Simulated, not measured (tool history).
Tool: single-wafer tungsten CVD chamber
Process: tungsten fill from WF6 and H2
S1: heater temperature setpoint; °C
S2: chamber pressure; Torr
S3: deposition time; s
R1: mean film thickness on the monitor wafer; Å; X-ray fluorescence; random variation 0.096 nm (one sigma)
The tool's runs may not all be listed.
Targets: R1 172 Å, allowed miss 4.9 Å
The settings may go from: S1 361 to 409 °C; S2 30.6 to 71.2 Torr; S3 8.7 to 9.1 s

Run 1, hour 0: S1 385 °C, S2 50.9 Torr, S3 9.1 s. Result: R1 239.29 Å.
Run 2, hour 6.1: S1 385 °C, S2 46.2 Torr, S3 9.1 s. Result: R1 229.33 Å.
Run 3, hour 11: S1 378 °C, S2 46.2 Torr, S3 9.1 s. Result: R1 195.16 Å.
Run 4, hour 19.6: S1 377 °C, S2 46.1 Torr, S3 9.1 s. Result: R1 193.48 Å.
Run 5, hour 23.5: S1 376 °C, S2 46 Torr, S3 9.1 s. Result: R1 186.63 Å.
Run 6, hour 24.8: S1 376 °C, S2 52.3 Torr, S3 9.1 s. Result: R1 197.71 Å.
Run 7, hour 27.6: S1 375 °C, S2 52.2 Torr, S3 9.1 s. Result: R1 195.62 Å.
Run 8, hour 28.7: S1 374 °C, S2 52.1 Torr, S3 9.1 s. Result: R1 190.22 Å.
Run 9, hour 35: S1 373 °C, S2 52.1 Torr, S3 9.1 s. Result: R1 184.87 Å.

4 next moves are on the table. One of them brings every result within its allowed miss. Which?
Run A, hour 41.3: S1 371 °C, S2 52 Torr, S3 8.8 s. Result: R1 ?.
Run B, hour 41.3: S1 381 °C, S2 41.1 Torr, S3 9.1 s. Result: R1 ?.
Run C, hour 41.3: S1 374 °C, S2 57.7 Torr, S3 9.1 s. Result: R1 ?.
Run D, hour 41.3: S1 377 °C, S2 53.3 Torr, S3 8.7 s. Result: R1 ?.

move      R1
   A   167.6
   B  195.22
   C  195.37
   D  193.02
A: meets every target
B: further off than the last run
C: further off than the last run
D: further off than the last run
Answer: A

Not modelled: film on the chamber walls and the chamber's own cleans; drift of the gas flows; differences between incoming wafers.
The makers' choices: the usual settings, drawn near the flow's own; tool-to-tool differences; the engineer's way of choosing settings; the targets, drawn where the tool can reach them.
